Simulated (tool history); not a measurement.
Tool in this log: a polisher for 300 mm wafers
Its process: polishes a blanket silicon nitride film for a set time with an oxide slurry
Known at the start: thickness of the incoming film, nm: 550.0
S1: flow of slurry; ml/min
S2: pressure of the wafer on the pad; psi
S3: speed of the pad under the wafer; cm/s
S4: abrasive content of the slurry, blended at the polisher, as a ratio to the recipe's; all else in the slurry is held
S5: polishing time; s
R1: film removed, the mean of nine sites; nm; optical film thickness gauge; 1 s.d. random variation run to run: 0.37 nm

run,hour,S1,S2,S3,S4,S5,R1
1,0,180,4,130,1,22,21.111
2,3.1,180,4.2,130,1,22,21.913
3,4.7,180,4.4,130,1,22,23.031
4,6.5,180,4.6,130,1,22,24.004
5,9.3,180,4.8,130,1,22,25.276
6,14.9,180,4.8,130,1,20,22.56
7,18,180,5,132,1,20,24.007
8,22.4,180,5.2,134,1,20,25.139

Run 9 is up next; what results do you expect?
9,26.1,180,5.3,136,1,20,?

Logged for run 9: R1 25.617 nm.

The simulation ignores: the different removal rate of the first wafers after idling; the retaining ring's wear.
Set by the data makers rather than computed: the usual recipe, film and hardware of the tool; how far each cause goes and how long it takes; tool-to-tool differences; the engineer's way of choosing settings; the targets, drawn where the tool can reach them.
